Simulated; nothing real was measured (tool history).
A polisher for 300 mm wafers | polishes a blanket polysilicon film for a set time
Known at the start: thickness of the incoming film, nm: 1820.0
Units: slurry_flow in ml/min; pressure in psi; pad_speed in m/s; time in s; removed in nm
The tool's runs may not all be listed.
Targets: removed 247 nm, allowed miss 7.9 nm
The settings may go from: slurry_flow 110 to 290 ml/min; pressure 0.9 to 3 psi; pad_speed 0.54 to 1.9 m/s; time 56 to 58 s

| run | day | slurry_flow | pressure | pad_speed | time | removed |
|---|---|---|---|---|---|---|
| 1 | 0 | 185 | 1.9 | 1.22 | 56 | 374.22 |
| 2 | 0.267 | 185 | 1.8 | 1.22 | 56 | 351.18 |
| 3 | 0.479 | 185 | 1.7 | 1.22 | 56 | 334.1 |
| 4 | 0.733 | 185 | 2.1 | 1.22 | 56 | 410.84 |
| 5 | 0.758 | 185 | 1.9 | 1.22 | 56 | 373.47 |
| 6 | 0.812 | 185 | 1.8 | 1.22 | 56 | 351.32 |
| 7 | 0.904 | 185 | 1.7 | 1.22 | 56 | 336.95 |
| 8 | 1.138 | 185 | 1.6 | 1.22 | 56 | 319.08 |
| 9 | 1.338 | 185 | 1.5 | 1.22 | 56 | 294.66 |
| 10 | 1.675 | 175 | 1.3 | 1.22 | 56 | 252.76 |
| 11 | 1.95 | 170 | 1.3 | 1.22 | 56 | 254.57 |

Which of these 4 next moves meets every target?
| A | 2.225 | 160 | 1.2 | 1.4 | 56 | ? |
| B | 2.225 | 140 | 1.5 | 1.02 | 58 | ? |
| C | 2.225 | 210 | 1.3 | 1.24 | 56 | ? |
| D | 2.225 | 170 | 1.3 | 1.24 | 56 | ? |

| move | removed |
|---|---|
| A | 265.3 |
| B | 244.3 |
| C | 265.03 |
| D | 257.07 |
A: further off than the last run
B: meets every target
C: further off than the last run
D: further off than the last run
The right move is B.
